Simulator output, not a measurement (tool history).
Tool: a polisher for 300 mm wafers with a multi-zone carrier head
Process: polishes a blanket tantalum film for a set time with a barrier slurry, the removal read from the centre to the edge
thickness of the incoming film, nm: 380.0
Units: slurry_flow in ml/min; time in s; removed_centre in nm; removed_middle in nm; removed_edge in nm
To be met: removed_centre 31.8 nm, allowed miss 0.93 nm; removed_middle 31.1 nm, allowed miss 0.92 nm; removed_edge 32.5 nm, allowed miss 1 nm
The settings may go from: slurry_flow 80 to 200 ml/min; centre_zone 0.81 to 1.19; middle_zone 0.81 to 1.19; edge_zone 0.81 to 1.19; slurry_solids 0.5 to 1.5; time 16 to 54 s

run,day,slurry_flow,centre_zone,middle_zone,edge_zone,slurry_solids,time,removed_centre,removed_middle,removed_edge
1,0,130,1,1,1,1,35,55.014,50.366,52.145
2,0.242,125,0.97,0.98,0.97,0.9,33,47.297,43.235,46.39
3,0.371,125,0.95,0.99,0.94,0.8,32,42.505,39.561,41.233
4,0.479,120,0.93,0.98,0.91,0.75,32,39.04,37.139,39.193
5,0.504,115,0.92,0.98,0.89,0.7,32,35.985,35.323,36.192
6,0.696,110,0.92,0.97,0.88,0.7,32,35.919,34.738,35.536
7,0.9,105,0.91,0.96,0.88,0.7,32,34.698,33.972,35.303
8,1.046,100,0.91,0.95,0.87,0.7,32,33.849,33.243,34.74
# day 1.071: centre zone pressure recalibrated
9,1.071,95,0.91,0.94,0.86,0.7,32,31.325,32.677,34.372
10,1.4,100,0.92,0.93,0.85,0.65,32,30.385,30.362,32.534
11,1.562,105,0.92,0.93,0.84,0.65,32,30.796,31.212,32.975

Which of these 4 next moves meets every target?
A,1.725,95,0.87,0.92,0.81,0.75,30,?,?,?
B,1.725,100,0.95,0.94,0.84,0.6,35,?,?,?
C,1.725,140,0.89,0.96,0.93,0.55,36,?,?,?
D,1.725,115,0.94,0.97,0.84,0.75,29,?,?,?

move,removed_centre,removed_middle,removed_edge
A,29.153,31.631,33.444
B,31.028,31.235,32.84
C,29.479,31.835,33.6
D,32.416,33.608,34.045
A: further off than the last run
B: meets every target
C: further off than the last run
D: brings the result that was furthest off to its target, and leaves another outside
Move B is the one to make.
